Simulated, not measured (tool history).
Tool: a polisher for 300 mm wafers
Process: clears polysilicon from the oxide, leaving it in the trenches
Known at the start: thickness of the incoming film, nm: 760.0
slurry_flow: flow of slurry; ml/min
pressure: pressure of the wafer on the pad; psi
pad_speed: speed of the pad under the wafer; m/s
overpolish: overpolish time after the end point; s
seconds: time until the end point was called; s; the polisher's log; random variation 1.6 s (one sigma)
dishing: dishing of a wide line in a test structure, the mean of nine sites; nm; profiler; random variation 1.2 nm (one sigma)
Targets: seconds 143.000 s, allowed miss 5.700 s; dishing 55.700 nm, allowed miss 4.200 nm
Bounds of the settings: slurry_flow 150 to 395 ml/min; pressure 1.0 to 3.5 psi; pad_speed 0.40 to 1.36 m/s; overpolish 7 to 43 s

Run 1, hour 0.0: slurry_flow 250 ml/min, pressure 2.2 psi, pad_speed 0.88 m/s, overpolish 22 s. Result: seconds 73.753 s, dishing 65.889 nm.
Run 2, hour 0.9: slurry_flow 250 ml/min, pressure 2.2 psi, pad_speed 0.88 m/s, overpolish 30 s. Result: seconds 74.677 s, dishing 70.374 nm.
Run 3, hour 3.5: slurry_flow 250 ml/min, pressure 2.0 psi, pad_speed 0.86 m/s, overpolish 27 s. Result: seconds 82.852 s, dishing 69.910 nm.
Run 4, hour 4.4: slurry_flow 250 ml/min, pressure 2.0 psi, pad_speed 1.00 m/s, overpolish 27 s. Result: seconds 71.106 s, dishing 69.763 nm.
Run 5, hour 7.9: slurry_flow 250 ml/min, pressure 2.0 psi, pad_speed 1.18 m/s, overpolish 27 s. Result: seconds 60.768 s, dishing 71.886 nm.
Run 6, hour 15.6: slurry_flow 250 ml/min, pressure 2.0 psi, pad_speed 1.18 m/s, overpolish 24 s. Result: seconds 61.694 s, dishing 72.343 nm.
Run 7, hour 22.8: slurry_flow 255 ml/min, pressure 1.9 psi, pad_speed 1.10 m/s, overpolish 21 s. Result: seconds 68.718 s, dishing 68.823 nm.
Run 8, hour 29.4: slurry_flow 255 ml/min, pressure 1.8 psi, pad_speed 1.04 m/s, overpolish 19 s. Result: seconds 76.332 s, dishing 66.147 nm.
Run 9, hour 34.5: slurry_flow 255 ml/min, pressure 1.7 psi, pad_speed 1.00 m/s, overpolish 17 s. Result: seconds 85.759 s, dishing 66.307 nm.
Run 10, hour 43.1: slurry_flow 265 ml/min, pressure 1.6 psi, pad_speed 0.96 m/s, overpolish 16 s. Result: seconds 92.673 s, dishing 62.228 nm.
Run 11, hour 51.5: slurry_flow 245 ml/min, pressure 1.0 psi, pad_speed 0.78 m/s, overpolish 17 s. Result: seconds 176.090 s, dishing 46.523 nm.
Run 12, hour 60.3: slurry_flow 260 ml/min, pressure 1.0 psi, pad_speed 0.78 m/s, overpolish 19 s. Result: seconds 176.160 s, dishing 51.348 nm.
Run 13, hour 60.9: slurry_flow 300 ml/min, pressure 1.5 psi, pad_speed 0.80 m/s, overpolish 19 s. Result: seconds 116.030 s, dishing 62.763 nm.

Which of these 5 next moves meets every target?
Run A, hour 61.5: slurry_flow 165 ml/min, pressure 2.0 psi, pad_speed 0.90 m/s, overpolish 10 s. Result: seconds ?, dishing ?.
Run B, hour 61.5: slurry_flow 285 ml/min, pressure 1.4 psi, pad_speed 1.02 m/s, overpolish 15 s. Result: seconds ?, dishing ?.
Run C, hour 61.5: slurry_flow 395 ml/min, pressure 1.2 psi, pad_speed 0.76 m/s, overpolish 30 s. Result: seconds ?, dishing ?.
Run D, hour 61.5: slurry_flow 335 ml/min, pressure 1.0 psi, pad_speed 0.94 m/s, overpolish 18 s. Result: seconds ?, dishing ?.
Run E, hour 61.5: slurry_flow 150 ml/min, pressure 1.6 psi, pad_speed 1.16 m/s, overpolish 12 s. Result: seconds ?, dishing ?.

move  seconds  dishing
   A   81.930   53.574
   B   97.068   59.104
   C  146.010   64.558
   D  142.690   54.388
   E   80.166   58.402
A: further off than the last run
B: further off than the last run
C: brings the result that was furthest off to its target, and leaves another outside
D: meets every target
E: further off than the last run
Move D is the one to make.
